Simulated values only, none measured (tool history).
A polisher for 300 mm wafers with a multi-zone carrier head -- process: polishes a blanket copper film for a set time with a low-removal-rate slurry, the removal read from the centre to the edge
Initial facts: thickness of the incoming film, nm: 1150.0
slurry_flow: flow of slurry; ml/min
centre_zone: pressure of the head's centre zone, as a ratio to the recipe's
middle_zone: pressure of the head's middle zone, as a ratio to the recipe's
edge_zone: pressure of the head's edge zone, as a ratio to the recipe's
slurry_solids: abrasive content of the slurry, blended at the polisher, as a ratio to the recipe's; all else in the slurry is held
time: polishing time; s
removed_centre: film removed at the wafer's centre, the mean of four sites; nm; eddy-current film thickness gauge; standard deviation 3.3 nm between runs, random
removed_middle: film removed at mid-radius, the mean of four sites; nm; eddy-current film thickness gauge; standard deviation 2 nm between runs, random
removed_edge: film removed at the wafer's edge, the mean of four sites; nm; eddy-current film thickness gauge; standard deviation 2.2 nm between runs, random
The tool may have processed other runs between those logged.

Run 1, hour 0.0: slurry_flow 160 ml/min, centre_zone 1.00, middle_zone 1.00, edge_zone 1.00, slurry_solids 1.00, time 80 s. Result: removed_centre 170.56 nm, removed_middle 172.35 nm, removed_edge 170.91 nm.
Run 2, hour 1.2: slurry_flow 195 ml/min, centre_zone 1.00, middle_zone 1.00, edge_zone 1.00, slurry_solids 1.00, time 80 s. Result: removed_centre 173.32 nm, removed_middle 175.47 nm, removed_edge 174.50 nm.
Run 3, hour 7.5: slurry_flow 195 ml/min, centre_zone 1.00, middle_zone 1.00, edge_zone 1.00, slurry_solids 0.80, time 80 s. Result: removed_centre 166.86 nm, removed_middle 171.12 nm, removed_edge 169.23 nm.
Run 4, hour 9.6: slurry_flow 195 ml/min, centre_zone 1.00, middle_zone 1.00, edge_zone 1.07, slurry_solids 0.80, time 80 s. Result: removed_centre 166.47 nm, removed_middle 170.94 nm, removed_edge 171.20 nm.
Run 5, hour 15.2: slurry_flow 200 ml/min, centre_zone 1.01, middle_zone 1.02, edge_zone 1.08, slurry_solids 0.90, time 83 s. Result: removed_centre 176.80 nm, removed_middle 186.50 nm, removed_edge 186.08 nm.
Run 6, hour 23.9: slurry_flow 205 ml/min, centre_zone 1.03, middle_zone 1.04, edge_zone 1.08, slurry_solids 1.00, time 84 s. Result: removed_centre 194.21 nm, removed_middle 194.26 nm, removed_edge 188.82 nm.
Run 7, hour 26.5: slurry_flow 205 ml/min, centre_zone 1.03, middle_zone 1.05, edge_zone 1.09, slurry_solids 1.05, time 86 s. Result: removed_centre 194.05 nm, removed_middle 199.39 nm, removed_edge 198.68 nm.

What will run 8 give?
Run 8, hour 33.7: slurry_flow 210 ml/min, centre_zone 1.04, middle_zone 1.07, edge_zone 1.09, slurry_solids 1.10, time 88 s. Result: removed_centre ?, removed_middle ?, removed_edge ?.

removed_centre: 206.25 nm
removed_middle: 210.44 nm
removed_edge: 203.13 nm
